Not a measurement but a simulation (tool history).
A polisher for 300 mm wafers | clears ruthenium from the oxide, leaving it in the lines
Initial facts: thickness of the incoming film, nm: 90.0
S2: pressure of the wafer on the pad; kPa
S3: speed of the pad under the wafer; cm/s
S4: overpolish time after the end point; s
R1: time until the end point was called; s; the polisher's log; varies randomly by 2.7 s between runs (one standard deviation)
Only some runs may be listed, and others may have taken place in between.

Run 1, hour 0.0: flow of slurry (ml/min) 260, S2 15.9 kPa, S3 82 cm/s, S4 31 s. Result: R1 88.104 s.
Run 2, hour 8.2: flow of slurry (ml/min) 255, S2 13.1 kPa, S3 74 cm/s, S4 31 s. Result: R1 118.780 s.
Run 3, hour 10.2: flow of slurry (ml/min) 255, S2 16.5 kPa, S3 74 cm/s, S4 31 s. Result: R1 95.544 s.
Run 4, hour 17.1: flow of slurry (ml/min) 255, S2 19.3 kPa, S3 74 cm/s, S4 31 s. Result: R1 81.555 s.
Run 5, hour 21.2: flow of slurry (ml/min) 200, S2 19.3 kPa, S3 74 cm/s, S4 31 s. Result: R1 83.031 s.
Run 6, hour 27.2: flow of slurry (ml/min) 200, S2 19.3 kPa, S3 74 cm/s, S4 31 s. Result: R1 83.671 s.
Run 7, hour 35.2: flow of slurry (ml/min) 200, S2 15.2 kPa, S3 68 cm/s, S4 31 s. Result: R1 112.780 s.
Run 8, hour 38.6: flow of slurry (ml/min) 200, S2 12.4 kPa, S3 64 cm/s, S4 31 s. Result: R1 148.410 s.
Run 9, hour 41.2: flow of slurry (ml/min) 200, S2 11.0 kPa, S3 64 cm/s, S4 31 s. Result: R1 164.960 s.
Run 10, hour 42.1: flow of slurry (ml/min) 200, S2 9.7 kPa, S3 64 cm/s, S4 31 s. Result: R1 189.550 s.

Forecast run 11:
Run 11, hour 50.4: flow of slurry (ml/min) 195, S2 9.0 kPa, S3 64 cm/s, S4 31 s. Result: R1 ?.

R1: 198.150 s
